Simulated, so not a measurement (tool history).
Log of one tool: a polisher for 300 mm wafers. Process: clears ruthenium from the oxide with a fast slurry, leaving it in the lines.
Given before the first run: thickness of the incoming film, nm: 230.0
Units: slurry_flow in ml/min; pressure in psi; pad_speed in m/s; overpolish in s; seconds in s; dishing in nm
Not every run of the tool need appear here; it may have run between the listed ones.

| run | hour | slurry_flow | pressure | pad_speed | slurry_solids | overpolish | seconds | dishing |
|---|---|---|---|---|---|---|---|---|
| 1 | 0 | 305 | 1.7 | 1.18 | 1 | 21 | 85.063 | 39.339 |
| 2 | 2.4 | 305 | 1.8 | 1.18 | 1 | 23 | 83.937 | 43.053 |
| 3 | 9.3 | 305 | 1.8 | 1.42 | 1 | 23 | 69.548 | 47.738 |
| 4 | 17.5 | 305 | 1.8 | 1.42 | 1 | 24 | 66.174 | 48.703 |
| 5 | 23.7 | 305 | 1.8 | 1.42 | 0.8 | 24 | 78.737 | 44.614 |
| 6 | 26.4 | 305 | 1.9 | 1.42 | 0.8 | 25 | 76.882 | 47.356 |
| 7 | 34.4 | 305 | 2 | 1.42 | 0.8 | 26 | 71.192 | 49.65 |
| 8 | 35.6 | 305 | 2 | 1.42 | 0.8 | 27 | 70.216 | 50.511 |
| 9 | 40 | 305 | 2 | 1.42 | 0.8 | 28 | 69.607 | 53.248 |
| 10 | 41.1 | 305 | 2 | 1.42 | 0.8 | 28 | 71.645 | 52.576 |

The next listed run, before its measurement:
| 11 | 48 | 305 | 2 | 1.42 | 0.8 | 29 | ? | ? |

Logged for run 11: seconds 71.415 s, dishing 53.16 nm.

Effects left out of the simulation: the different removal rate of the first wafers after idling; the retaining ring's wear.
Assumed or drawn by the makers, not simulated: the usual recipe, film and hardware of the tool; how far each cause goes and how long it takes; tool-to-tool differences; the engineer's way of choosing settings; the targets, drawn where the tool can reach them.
